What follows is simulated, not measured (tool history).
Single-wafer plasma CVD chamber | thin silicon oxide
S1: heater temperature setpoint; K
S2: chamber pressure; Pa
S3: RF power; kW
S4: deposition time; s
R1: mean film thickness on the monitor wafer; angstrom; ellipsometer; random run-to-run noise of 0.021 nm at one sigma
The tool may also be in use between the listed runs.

run 1 hour=0.0 | S1=668.15 S2=72.1 S3=0.275 S4=4.42 | R1=50.808
run 2 hour=6.0 | S1=668.15 S2=72.1 S3=0.295 S4=4.42 | R1=51.487
run 3 hour=13.3 | S1=668.15 S2=72.1 S3=0.320 S4=4.42 | R1=52.724
run 4 hour=20.8 | S1=668.15 S2=66.5 S3=0.320 S4=4.42 | R1=49.029
run 5 hour=27.6 | S1=668.15 S2=66.5 S3=0.305 S4=4.42 | R1=48.098
run 6 hour=31.4 | S1=675.15 S2=66.5 S3=0.305 S4=4.42 | R1=48.013
run 7 hour=35.1 | S1=675.15 S2=62.1 S3=0.305 S4=4.42 | R1=44.768
run 8 hour=44.0 | S1=675.15 S2=59.1 S3=0.305 S4=4.42 | R1=42.655
run 9 hour=45.8 | S1=675.15 S2=56.8 S3=0.305 S4=4.42 | R1=40.842
run 10 hour=47.4 | S1=675.15 S2=55.3 S3=0.305 S4=4.42 | R1=39.916
run 11 hour=56.0 | S1=675.15 S2=54.1 S3=0.305 S4=4.42 | R1=38.866

What does the tool deliver on the next run?
run 12 hour=60.7 | S1=675.15 S2=54.1 S3=0.305 S4=4.42 | R1=?

Run 12 produced R1 39.063 angstrom.
